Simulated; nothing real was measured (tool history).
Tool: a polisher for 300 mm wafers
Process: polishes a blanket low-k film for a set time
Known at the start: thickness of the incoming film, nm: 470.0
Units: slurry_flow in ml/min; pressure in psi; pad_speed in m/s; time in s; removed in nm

Run 1, hour 0.0: slurry_flow 135 ml/min, pressure 1.8 psi, pad_speed 1.28 m/s, slurry_solids 1.0, time 85 s. Result: removed 32.776 nm.
Run 2, hour 6.4: slurry_flow 130 ml/min, pressure 1.6 psi, pad_speed 1.28 m/s, slurry_solids 1.0, time 85 s. Result: removed 29.084 nm.
Run 3, hour 14.3: slurry_flow 130 ml/min, pressure 1.6 psi, pad_speed 1.28 m/s, slurry_solids 1.0, time 89 s. Result: removed 30.397 nm.
Run 4, hour 19.3: slurry_flow 130 ml/min, pressure 1.3 psi, pad_speed 1.28 m/s, slurry_solids 1.0, time 89 s. Result: removed 24.886 nm.
Run 5, hour 24.1: slurry_flow 125 ml/min, pressure 1.3 psi, pad_speed 1.28 m/s, slurry_solids 1.0, time 89 s. Result: removed 24.867 nm.
Run 6, hour 29.7: slurry_flow 125 ml/min, pressure 1.0 psi, pad_speed 1.28 m/s, slurry_solids 1.0, time 89 s. Result: removed 19.655 nm.
Run 7, hour 35.5: slurry_flow 130 ml/min, pressure 1.0 psi, pad_speed 1.28 m/s, slurry_solids 1.0, time 89 s. Result: removed 19.472 nm.

Forecast run 8:
Run 8, hour 38.8: slurry_flow 130 ml/min, pressure 1.1 psi, pad_speed 1.28 m/s, slurry_solids 1.0, time 89 s. Result: removed ?.

removed: 21.274 nm

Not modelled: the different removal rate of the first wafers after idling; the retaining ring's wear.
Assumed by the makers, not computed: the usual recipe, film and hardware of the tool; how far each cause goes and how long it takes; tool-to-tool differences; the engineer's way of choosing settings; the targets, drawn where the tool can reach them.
